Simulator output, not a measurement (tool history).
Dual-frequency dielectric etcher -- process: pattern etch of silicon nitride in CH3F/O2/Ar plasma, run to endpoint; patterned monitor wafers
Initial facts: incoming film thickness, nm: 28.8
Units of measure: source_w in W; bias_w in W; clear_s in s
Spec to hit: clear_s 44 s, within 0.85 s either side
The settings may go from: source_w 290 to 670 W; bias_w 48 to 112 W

| run | day | source_w | bias_w | clear_s |
|---|---|---|---|---|
| 1 | 0 | 480 | 80 | 37.399 |
| 2 | 0.242 | 480 | 70 | 38.996 |
| 3 | 0.442 | 520 | 70 | 37.659 |
| 4 | 0.804 | 520 | 64 | 38.707 |
| 5 | 0.912 | 480 | 63 | 40.383 |
| 6 | 0.971 | 480 | 57 | 41.457 |
| 7 | 1.1 | 460 | 56 | 42.072 |
| 8 | 1.283 | 450 | 55 | 42.928 |

Consider the 4 candidate settings below. Which is the only one whose results all fall within their allowed miss of target?
| A | 1.467 | 520 | 50 | ? |
| B | 1.467 | 400 | 52 | ? |
| C | 1.467 | 480 | 55 | ? |
| D | 1.467 | 420 | 55 | ? |

| move | clear_s |
|---|---|
| A | 41.649 |
| B | 45.793 |
| C | 41.929 |
| D | 44.226 |
A: misses by more than the last run did
B: moves the result that the last run missed by most past its target, out the other side
C: misses by more than the last run did
D: all results in spec
So the answer is move D, the one that meets all the targets.
